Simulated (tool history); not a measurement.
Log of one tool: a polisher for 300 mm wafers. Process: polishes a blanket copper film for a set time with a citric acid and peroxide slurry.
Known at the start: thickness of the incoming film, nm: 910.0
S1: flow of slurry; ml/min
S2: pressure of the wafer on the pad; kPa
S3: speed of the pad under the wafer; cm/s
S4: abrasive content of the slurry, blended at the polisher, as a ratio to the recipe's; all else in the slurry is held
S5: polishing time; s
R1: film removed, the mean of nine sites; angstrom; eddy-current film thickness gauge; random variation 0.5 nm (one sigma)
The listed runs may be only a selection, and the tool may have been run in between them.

{"run": 1, "day": 0.0, "S1": 160, "S2": 20.7, "S3": 86, "S4": 1.0, "S5": 30, "R1": 593.06}
{"run": 2, "day": 0.321, "S1": 160, "S2": 20.7, "S3": 86, "S4": 1.15, "S5": 30, "R1": 601.34}
{"run": 3, "day": 0.454, "S1": 160, "S2": 24.1, "S3": 86, "S4": 1.15, "S5": 30, "R1": 707.04}
{"run": 4, "day": 0.662, "S1": 160, "S2": 24.1, "S3": 86, "S4": 1.15, "S5": 27, "R1": 634.68}
{"run": 5, "day": 0.688, "S1": 160, "S2": 24.1, "S3": 86, "S4": 1.15, "S5": 27, "R1": 634.52}
{"run": 6, "day": 0.833, "S1": 160, "S2": 24.1, "S3": 78, "S4": 1.15, "S5": 27, "R1": 570.18}

Run 7, settings as shown, results not yet in. Your forecast:
{"run": 7, "day": 1.129, "S1": 160, "S2": 23.4, "S3": 78, "S4": 1.15, "S5": 27, "R1": "?"}

Run 7 gave R1 562.08 angstrom.
